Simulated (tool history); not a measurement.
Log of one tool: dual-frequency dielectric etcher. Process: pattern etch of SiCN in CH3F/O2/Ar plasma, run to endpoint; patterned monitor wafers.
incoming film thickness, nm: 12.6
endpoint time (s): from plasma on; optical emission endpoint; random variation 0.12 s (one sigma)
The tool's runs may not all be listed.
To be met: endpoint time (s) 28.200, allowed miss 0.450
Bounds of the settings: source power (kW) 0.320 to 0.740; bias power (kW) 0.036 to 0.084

run	hour	source power (kW)	bias power (kW)	endpoint time (s)
1	0.0	0.530	0.060	32.015
2	3.3	0.560	0.060	31.073
3	7.2	0.560	0.056	31.834
4	8.4	0.510	0.056	33.525
5	14.7	0.470	0.056	35.332
6	17.9	0.470	0.060	34.394
7	19.1	0.500	0.060	33.344
8	21.7	0.520	0.060	32.231

4 next moves are on the table. One of them brings every result within its allowed miss. Which?
A	24.3	0.590	0.066	?
B	24.3	0.690	0.057	?
C	24.3	0.600	0.064	?
D	24.3	0.670	0.072	?

move	endpoint time (s)
A	29.232
B	28.339
C	29.295
D	26.450
A: nearer than the last run, and not there yet
B: meets every target
C: nearer than the last run, and not there yet
D: takes the result that was furthest off past its target
Answer: B
